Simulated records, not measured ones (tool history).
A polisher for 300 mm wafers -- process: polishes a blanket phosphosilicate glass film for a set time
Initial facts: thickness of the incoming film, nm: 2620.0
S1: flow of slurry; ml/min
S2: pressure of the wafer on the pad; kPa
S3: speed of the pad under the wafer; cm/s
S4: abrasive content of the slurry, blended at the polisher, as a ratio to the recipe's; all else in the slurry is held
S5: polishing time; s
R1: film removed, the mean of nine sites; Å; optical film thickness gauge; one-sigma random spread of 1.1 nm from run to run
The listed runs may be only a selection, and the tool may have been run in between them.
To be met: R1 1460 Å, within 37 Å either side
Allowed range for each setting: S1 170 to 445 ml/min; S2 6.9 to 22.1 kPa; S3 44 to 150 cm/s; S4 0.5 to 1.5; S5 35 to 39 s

run,hour,S1,S2,S3,S4,S5,R1
1,0,285,14.5,96,1,39,1858.2
2,6.7,285,13.8,96,1,39,1792.6
3,11.9,285,13.8,116,1,39,2064.8
4,20.3,285,13.8,130,1,39,2249.5
5,26.4,285,12.4,130,1,39,2041.2
6,34.9,285,12.4,130,1.05,39,2102.4
7,37.2,285,11,130,1.05,39,1901
8,37.9,285,10.3,130,1.05,39,1811.9
9,42.4,285,9.7,130,1.05,39,1728.7
10,46.2,285,9,130,1.05,39,1631
11,51.6,280,8.3,130,1.05,39,1505.7
12,59.2,275,8.3,130,1.05,39,1522.4
13,65.1,270,8.3,130,1.05,39,1514.4
14,71.6,265,8.3,130,1.05,39,1533.7

Which one of the following 4 next-run settings gets every result inside its allowed miss? There is exactly one.
A,78.1,170,8.3,150,1,39,?
B,78.1,235,9.7,128,0.95,38,?
C,78.1,195,11.7,104,0.95,39,?
D,78.1,270,8.3,134,1.1,36,?

move,R1
A,1555.2
B,1549.2
C,1526.5
D,1454
A: misses by more than the last run did
B: misses by more than the last run did
C: an improvement on the last run, though not all results are within tolerance
D: meets every target
Go with D: it meets all targets.
